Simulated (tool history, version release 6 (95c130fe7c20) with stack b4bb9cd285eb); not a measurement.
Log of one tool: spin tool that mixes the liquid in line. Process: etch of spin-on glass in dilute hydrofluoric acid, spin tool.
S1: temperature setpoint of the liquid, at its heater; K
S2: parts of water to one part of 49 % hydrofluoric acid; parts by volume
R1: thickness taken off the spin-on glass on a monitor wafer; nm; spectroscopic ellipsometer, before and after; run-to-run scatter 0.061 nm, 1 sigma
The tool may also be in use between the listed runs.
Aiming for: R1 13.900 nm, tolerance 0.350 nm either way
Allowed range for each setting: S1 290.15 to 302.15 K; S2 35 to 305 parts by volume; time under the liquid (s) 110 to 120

Run 1, hour 0.0: S1 294.15 K, S2 170 parts by volume, time under the liquid (s) 110. Result: R1 22.258 nm.
Run 2, hour 7.5: S1 293.15 K, S2 185 parts by volume, time under the liquid (s) 110. Result: R1 19.383 nm.
Run 3, hour 9.8: S1 293.15 K, S2 185 parts by volume, time under the liquid (s) 110. Result: R1 19.385 nm.
Run 4, hour 12.9: S1 292.15 K, S2 195 parts by volume, time under the liquid (s) 110. Result: R1 17.441 nm.
Run 5, hour 21.9: S1 292.15 K, S2 195 parts by volume, time under the liquid (s) 120. Result: R1 19.027 nm.
Run 6, hour 27.9: S1 292.15 K, S2 160 parts by volume, time under the liquid (s) 120. Result: R1 24.166 nm.
Run 7, hour 32.5: S1 291.65 K, S2 180 parts by volume, time under the liquid (s) 120. Result: R1 20.310 nm.
Run 8, hour 33.1: S1 291.15 K, S2 195 parts by volume, time under the liquid (s) 120. Result: R1 18.383 nm.

Below are 5 possible settings for the next run. Only one of them brings all results inside the allowed miss of their targets. Which is it?
Run A, hour 33.7: S1 290.15 K, S2 220 parts by volume, time under the liquid (s) 110. Result: R1 ?.
Run B, hour 33.7: S1 290.15 K, S2 215 parts by volume, time under the liquid (s) 115. Result: R1 ?.
Run C, hour 33.7: S1 292.65 K, S2 230 parts by volume, time under the liquid (s) 110. Result: R1 ?.
Run D, hour 33.7: S1 292.15 K, S2 220 parts by volume, time under the liquid (s) 110. Result: R1 ?.
Run E, hour 33.7: S1 292.65 K, S2 150 parts by volume, time under the liquid (s) 120. Result: R1 ?.

move      R1
   A  14.009
   B  15.054
   C  14.630
   D  15.146
   E  26.473
A: meets every target
B: nearer the targets than the last run, but a result is still out of spec
C: nearer the targets than the last run, but a result is still out of spec
D: nearer the targets than the last run, but a result is still out of spec
E: moves away from the targets compared with the last run
Go with A: it meets all targets.
